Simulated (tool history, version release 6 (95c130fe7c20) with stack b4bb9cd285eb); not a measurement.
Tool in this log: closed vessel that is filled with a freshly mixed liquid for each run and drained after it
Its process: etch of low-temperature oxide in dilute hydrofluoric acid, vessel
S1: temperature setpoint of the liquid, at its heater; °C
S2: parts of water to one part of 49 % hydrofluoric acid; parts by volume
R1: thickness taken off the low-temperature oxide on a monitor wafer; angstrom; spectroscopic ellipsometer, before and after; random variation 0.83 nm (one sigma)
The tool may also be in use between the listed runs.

Run 1, hour 0.0: S1 23.0 °C, S2 180 parts by volume, time in the liquid (s) 415. Result: R1 566.32 angstrom.
Run 2, hour 2.7: S1 23.0 °C, S2 225 parts by volume, time in the liquid (s) 415. Result: R1 428.95 angstrom.
Run 3, hour 4.6: S1 24.0 °C, S2 210 parts by volume, time in the liquid (s) 415. Result: R1 486.18 angstrom.
Run 4, hour 10.9: S1 25.0 °C, S2 195 parts by volume, time in the liquid (s) 415. Result: R1 554.89 angstrom.
Run 5, hour 17.3: S1 21.5 °C, S2 195 parts by volume, time in the liquid (s) 415. Result: R1 490.15 angstrom.
Run 6, hour 20.6: S1 18.5 °C, S2 195 parts by volume, time in the liquid (s) 415. Result: R1 429.52 angstrom.
Run 7, hour 24.5: S1 20.0 °C, S2 180 parts by volume, time in the liquid (s) 415. Result: R1 499.01 angstrom.
Run 8, hour 26.1: S1 21.5 °C, S2 170 parts by volume, time in the liquid (s) 415. Result: R1 575.29 angstrom.
Run 9, hour 35.0: S1 23.0 °C, S2 160 parts by volume, time in the liquid (s) 415. Result: R1 648.40 angstrom.
Run 10, hour 37.2: S1 24.0 °C, S2 150 parts by volume, time in the liquid (s) 415. Result: R1 730.26 angstrom.
Run 11, hour 39.5: S1 25.0 °C, S2 145 parts by volume, time in the liquid (s) 415. Result: R1 789.95 angstrom.
At hour 43.4: thermometer replaced.
Run 12, hour 43.4: S1 26.0 °C, S2 140 parts by volume, time in the liquid (s) 415. Result: R1 891.06 angstrom.
Run 13, hour 50.1: S1 26.0 °C, S2 140 parts by volume, time in the liquid (s) 415. Result: R1 901.87 angstrom.
Run 14, hour 55.6: S1 26.5 °C, S2 140 parts by volume, time in the liquid (s) 415. Result: R1 912.84 angstrom.
Run 15, hour 59.9: S1 27.0 °C, S2 140 parts by volume, time in the liquid (s) 415. Result: R1 921.12 angstrom.
Run 16, hour 60.5: S1 27.0 °C, S2 140 parts by volume, time in the liquid (s) 415. Result: R1 933.29 angstrom.
Run 17, hour 64.4: S1 27.5 °C, S2 140 parts by volume, time in the liquid (s) 415. Result: R1 943.65 angstrom.
Run 18, hour 69.5: S1 28.0 °C, S2 140 parts by volume, time in the liquid (s) 415. Result: R1 974.11 angstrom.

Forecast run 19:
Run 19, hour 77.3: S1 28.5 °C, S2 140 parts by volume, time in the liquid (s) 415. Result: R1 ?.

Run 19 yielded R1 991.84 angstrom.

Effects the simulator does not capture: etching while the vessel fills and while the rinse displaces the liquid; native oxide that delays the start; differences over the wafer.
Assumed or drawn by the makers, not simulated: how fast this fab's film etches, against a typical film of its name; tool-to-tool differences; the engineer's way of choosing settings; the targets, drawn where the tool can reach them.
